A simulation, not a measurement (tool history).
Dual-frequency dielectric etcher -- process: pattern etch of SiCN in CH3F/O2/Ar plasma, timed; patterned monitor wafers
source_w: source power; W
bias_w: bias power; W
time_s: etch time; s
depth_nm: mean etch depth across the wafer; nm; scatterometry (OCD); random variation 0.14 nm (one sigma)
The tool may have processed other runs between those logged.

run,day,source_w,bias_w,time_s,depth_nm
1,0,400,104,53,23.441
2,0.262,400,97,53,22.82
3,0.383,450,101,53,24.22
4,0.729,380,101,53,22.715
5,1.071,380,90,53,21.724
6,1.354,340,90,53,20.807
7,1.588,410,95,53,22.972
8,1.892,460,97,53,24.116
9,2.238,490,100,53,24.874
10,2.45,510,103,53,25.594

Estimate the outcome of run 11 from the log above:
11,2.775,530,105,53,?

{"run 11": {"depth_nm": 26.106}}

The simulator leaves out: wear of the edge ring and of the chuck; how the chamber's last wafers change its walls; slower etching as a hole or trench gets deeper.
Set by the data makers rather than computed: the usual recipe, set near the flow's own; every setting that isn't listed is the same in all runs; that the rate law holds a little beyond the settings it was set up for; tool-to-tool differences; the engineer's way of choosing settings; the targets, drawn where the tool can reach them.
